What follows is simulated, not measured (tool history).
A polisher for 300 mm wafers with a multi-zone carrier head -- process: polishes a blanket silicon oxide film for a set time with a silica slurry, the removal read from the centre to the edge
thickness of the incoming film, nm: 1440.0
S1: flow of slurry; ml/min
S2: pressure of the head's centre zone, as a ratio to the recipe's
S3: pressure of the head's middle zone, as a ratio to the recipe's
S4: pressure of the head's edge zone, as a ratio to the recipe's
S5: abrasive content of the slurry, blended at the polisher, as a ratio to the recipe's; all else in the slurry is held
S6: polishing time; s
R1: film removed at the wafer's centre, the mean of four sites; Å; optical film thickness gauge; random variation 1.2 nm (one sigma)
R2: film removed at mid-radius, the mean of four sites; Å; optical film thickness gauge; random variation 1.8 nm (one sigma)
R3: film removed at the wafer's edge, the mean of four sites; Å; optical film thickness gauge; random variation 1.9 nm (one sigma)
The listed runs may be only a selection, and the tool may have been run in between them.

{"run": 1, "day": 0.0, "S1": 125, "S2": 1, "S3": 1, "S4": 1, "S5": 1, "S6": 47, "R1": 1246.1, "R2": 1238.7, "R3": 1232.6}
{"run": 2, "day": 0.208, "S1": 125, "S2": 1.07, "S3": 1, "S4": 1, "S5": 1, "S6": 47, "R1": 1338.5, "R2": 1242.2, "R3": 1209.1}
{"run": 3, "day": 0.538, "S1": 100, "S2": 1.07, "S3": 1, "S4": 1, "S5": 1, "S6": 47, "R1": 1246, "R2": 1168.2, "R3": 1161.3}
{"run": 4, "day": 0.575, "S1": 100, "S2": 1.07, "S3": 1, "S4": 1, "S5": 1.1, "S6": 47, "R1": 1308.9, "R2": 1237.7, "R3": 1224.3}
{"run": 5, "day": 0.796, "S1": 110, "S2": 1.06, "S3": 1.01, "S4": 1.03, "S5": 1.15, "S6": 48, "R1": 1412.2, "R2": 1318.5, "R3": 1345.3}
{"run": 6, "day": 0.842, "S1": 120, "S2": 1.05, "S3": 1.04, "S4": 1.04, "S5": 1.2, "S6": 48, "R1": 1477, "R2": 1427.3, "R3": 1389.2}

Predict the results of run 7:
{"run": 7, "day": 0.962, "S1": 130, "S2": 1.03, "S3": 1.05, "S4": 1.06, "S5": 1.25, "S6": 48, "R1": "?", "R2": "?", "R3": "?"}

{"run 7": {"R1": 1517.1, "R2": 1474.1, "R3": 1469.1}}
